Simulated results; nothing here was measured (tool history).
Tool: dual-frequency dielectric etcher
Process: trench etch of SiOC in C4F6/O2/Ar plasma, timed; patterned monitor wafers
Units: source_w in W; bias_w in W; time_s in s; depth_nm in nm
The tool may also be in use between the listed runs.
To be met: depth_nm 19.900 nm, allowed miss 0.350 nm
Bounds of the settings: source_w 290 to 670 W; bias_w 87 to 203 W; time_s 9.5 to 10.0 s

run 1 hour=0.0 | source_w=480 bias_w=145 time_s=10.0 | depth_nm=21.999
run 2 hour=5.8 | source_w=480 bias_w=163 time_s=10.0 | depth_nm=22.560
run 3 hour=14.0 | source_w=480 bias_w=163 time_s=9.5 | depth_nm=21.449
run 4 hour=20.2 | source_w=520 bias_w=163 time_s=9.5 | depth_nm=22.179
run 5 hour=21.4 | source_w=510 bias_w=162 time_s=9.5 | depth_nm=22.021
run 6 hour=29.5 | source_w=500 bias_w=161 time_s=9.5 | depth_nm=21.652
run 7 hour=31.3 | source_w=490 bias_w=160 time_s=9.5 | depth_nm=21.590
run 8 hour=35.1 | source_w=480 bias_w=159 time_s=9.5 | depth_nm=21.303
run 9 hour=42.8 | source_w=470 bias_w=159 time_s=9.5 | depth_nm=21.055
run 10 hour=44.6 | source_w=460 bias_w=159 time_s=9.5 | depth_nm=20.863
run 11 hour=53.2 | source_w=430 bias_w=157 time_s=9.5 | depth_nm=20.284

4 next moves are on the table. One of them brings every result within its allowed miss. Which?
run A hour=61.8 | source_w=470 bias_w=149 time_s=9.5 | depth_nm=?
run B hour=61.8 | source_w=450 bias_w=156 time_s=9.5 | depth_nm=?
run C hour=61.8 | source_w=420 bias_w=157 time_s=10.0 | depth_nm=?
run D hour=61.8 | source_w=430 bias_w=144 time_s=9.5 | depth_nm=?

move=A depth_nm=20.860
move=B depth_nm=20.694
move=C depth_nm=21.174
move=D depth_nm=19.912
A: further off than the last run
B: further off than the last run
C: further off than the last run
D: meets every target
Move D is the one to make.
